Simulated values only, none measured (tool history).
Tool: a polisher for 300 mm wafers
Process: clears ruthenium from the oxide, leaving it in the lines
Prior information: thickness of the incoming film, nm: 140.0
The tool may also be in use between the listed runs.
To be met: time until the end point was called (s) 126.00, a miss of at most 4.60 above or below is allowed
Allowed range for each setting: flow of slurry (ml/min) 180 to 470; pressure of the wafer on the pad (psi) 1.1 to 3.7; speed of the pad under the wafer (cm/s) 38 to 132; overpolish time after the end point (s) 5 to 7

run	day	flow of slurry (ml/min)	pressure of the wafer on the pad (psi)	speed of the pad under the wafer (cm/s)	overpolish time after the end point (s)	time until the end point was called (s)
1	0.000	300	2.4	84	7	155.72
2	0.258	365	2.4	84	7	158.17
3	0.312	365	2.9	84	7	130.12
4	0.592	365	2.9	66	7	152.03
5	0.692	365	3.1	66	7	143.33
6	0.817	365	3.1	66	7	145.70
7	1.125	365	3.2	66	7	141.02
8	1.338	365	3.3	66	7	138.67
9	1.625	365	3.4	66	7	133.99

Next run, 5 choices. One meets every target within its allowed miss, the rest don't. Which?
A	1.912	385	3.3	62	7	?
B	1.912	385	3.3	68	7	?
C	1.912	310	3.4	60	6	?
D	1.912	425	3.7	64	5	?
E	1.912	300	3.6	60	5	?

move	time until the end point was called (s)
A	142.38
B	134.96
C	143.88
D	125.48
E	137.23
A: moves away from the targets compared with the last run
B: moves away from the targets compared with the last run
C: moves away from the targets compared with the last run
D: every result within its allowed miss
E: moves away from the targets compared with the last run
Go with D: it meets all targets.

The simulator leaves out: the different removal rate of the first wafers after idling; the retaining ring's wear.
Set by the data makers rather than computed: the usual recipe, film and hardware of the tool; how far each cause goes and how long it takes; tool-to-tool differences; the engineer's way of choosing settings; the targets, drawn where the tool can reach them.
